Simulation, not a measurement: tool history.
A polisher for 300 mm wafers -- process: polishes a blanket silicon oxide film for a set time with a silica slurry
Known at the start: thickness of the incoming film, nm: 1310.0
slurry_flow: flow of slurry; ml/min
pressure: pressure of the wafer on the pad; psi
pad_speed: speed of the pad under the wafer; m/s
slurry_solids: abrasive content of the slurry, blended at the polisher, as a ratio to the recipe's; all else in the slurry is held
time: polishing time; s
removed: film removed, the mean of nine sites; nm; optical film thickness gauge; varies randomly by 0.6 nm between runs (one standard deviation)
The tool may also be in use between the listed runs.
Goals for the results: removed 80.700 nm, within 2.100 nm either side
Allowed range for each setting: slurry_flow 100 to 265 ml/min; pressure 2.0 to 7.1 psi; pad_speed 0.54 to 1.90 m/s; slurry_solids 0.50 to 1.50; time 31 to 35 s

run	hour	slurry_flow	pressure	pad_speed	slurry_solids	time	removed
1	0.0	170	4.5	1.22	1.00	35	151.080
2	1.2	170	4.5	1.22	1.15	35	161.830
3	9.7	170	4.5	1.22	1.15	31	141.580
4	17.3	165	4.1	1.22	1.15	31	133.390
5	19.0	160	3.7	1.20	1.15	31	118.740
6	27.1	160	3.7	1.20	1.15	35	135.930
7	35.9	160	3.4	1.14	1.15	35	126.020
8	39.0	155	3.1	1.08	1.15	35	112.950
9	42.9	150	2.9	1.04	1.15	35	104.540
10	50.3	145	2.7	1.02	1.15	35	98.281
11	55.4	140	2.6	1.02	1.15	35	95.151
12	62.5	140	2.6	1.02	1.15	35	94.879
13	67.6	135	2.5	1.02	1.15	35	91.766
# hour 74.5: head pressure recalibrated
14	74.5	135	2.5	1.02	1.15	35	85.209
15	75.8	130	2.5	1.02	1.15	35	86.107
16	76.9	125	2.5	1.02	1.15	35	85.218
17	85.4	120	2.5	1.02	1.15	35	85.009
18	90.4	115	2.5	1.02	1.15	35	84.071

Which one of the following 5 next-run settings gets every result inside its allowed miss? There is exactly one.
A	95.4	115	2.5	1.10	1.00	32	?
B	95.4	115	2.3	1.02	1.25	34	?
C	95.4	110	2.5	1.10	1.30	32	?
D	95.4	110	2.4	1.10	1.10	32	?
E	95.4	105	2.5	0.94	1.25	33	?

move	removed
A	76.292
B	80.890
C	84.916
D	77.122
E	77.779
A: carries the result that was furthest off beyond its target, to the other side
B: every result within its allowed miss
C: the biggest miss grows against the last run
D: carries the result that was furthest off beyond its target, to the other side
E: carries the result that was furthest off beyond its target, to the other side
Correct choice: B, which meets every target

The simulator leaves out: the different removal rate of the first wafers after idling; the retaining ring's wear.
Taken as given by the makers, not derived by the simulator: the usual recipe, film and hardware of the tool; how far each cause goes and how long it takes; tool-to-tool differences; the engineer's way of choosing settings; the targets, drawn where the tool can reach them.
